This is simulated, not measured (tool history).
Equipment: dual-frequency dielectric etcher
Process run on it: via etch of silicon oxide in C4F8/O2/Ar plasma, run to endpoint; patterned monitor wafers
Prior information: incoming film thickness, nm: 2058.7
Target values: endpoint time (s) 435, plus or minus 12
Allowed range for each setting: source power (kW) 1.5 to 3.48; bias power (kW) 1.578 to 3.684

{"run": 1, "hour": 0.0, "source power (kW)": 2.49, "bias power (kW)": 2.631, "endpoint time (s)": 347}
{"run": 2, "hour": 2.4, "source power (kW)": 2.49, "bias power (kW)": 2.349, "endpoint time (s)": 355.16}
{"run": 3, "hour": 4.0, "source power (kW)": 2.49, "bias power (kW)": 2.821, "endpoint time (s)": 347.66}
{"run": 4, "hour": 7.0, "source power (kW)": 2.19, "bias power (kW)": 2.444, "endpoint time (s)": 366.61}
{"run": 5, "hour": 15.2, "source power (kW)": 1.98, "bias power (kW)": 2.181, "endpoint time (s)": 394.82}
{"run": 6, "hour": 20.2, "source power (kW)": 1.98, "bias power (kW)": 1.928, "endpoint time (s)": 410.33}
{"run": 7, "hour": 24.6, "source power (kW)": 1.98, "bias power (kW)": 1.928, "endpoint time (s)": 406.36}
{"run": 8, "hour": 28.4, "source power (kW)": 1.88, "bias power (kW)": 1.887, "endpoint time (s)": 416.28}
{"run": 9, "hour": 29.6, "source power (kW)": 1.82, "bias power (kW)": 1.861, "endpoint time (s)": 422.26}

Exactly one of the 4 candidate moves below puts every result within its allowed miss. Which one?
{"run": "A", "hour": 30.8, "source power (kW)": 1.77, "bias power (kW)": 2.186, "endpoint time (s)": "?"}
{"run": "B", "hour": 30.8, "source power (kW)": 1.52, "bias power (kW)": 2.002, "endpoint time (s)": "?"}
{"run": "C", "hour": 30.8, "source power (kW)": 1.91, "bias power (kW)": 2.066, "endpoint time (s)": "?"}
{"run": "D", "hour": 30.8, "source power (kW)": 2.3, "bias power (kW)": 1.578, "endpoint time (s)": "?"}

move=A endpoint_time_(s)=409.61
move=B endpoint_time_(s)=437.93
move=C endpoint_time_(s)=405.59
move=D endpoint_time_(s)=406.08
A: lands further from the targets than the last run did
B: in spec on every target
C: lands further from the targets than the last run did
D: lands further from the targets than the last run did
The right move is B.
